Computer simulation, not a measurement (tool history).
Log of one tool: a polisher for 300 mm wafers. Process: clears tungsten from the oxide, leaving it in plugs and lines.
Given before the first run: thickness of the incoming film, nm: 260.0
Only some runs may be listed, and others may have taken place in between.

run	hour	flow of slurry (ml/min)	pressure of the wafer on the pad (psi)	speed of the pad under the wafer (cm/s)	abrasive content of the slurry	overpolish time after the end point (s)	time until the end point was called (s)
1	0	305	4.4	136	1	9	33.324
2	6.8	305	4.2	136	1	9	35.289
3	15.4	305	4.2	136	1	9	34.693
4	16.2	305	4.1	136	1	9	35.077
5	20.5	305	4.1	168	1	9	29.491
6	27.1	305	4.1	182	1	9	27.365

Run 7 is up next; what results do you expect?
7	34.2	305	3.8	182	1	9	?

time until the end point was called (s): 29.132
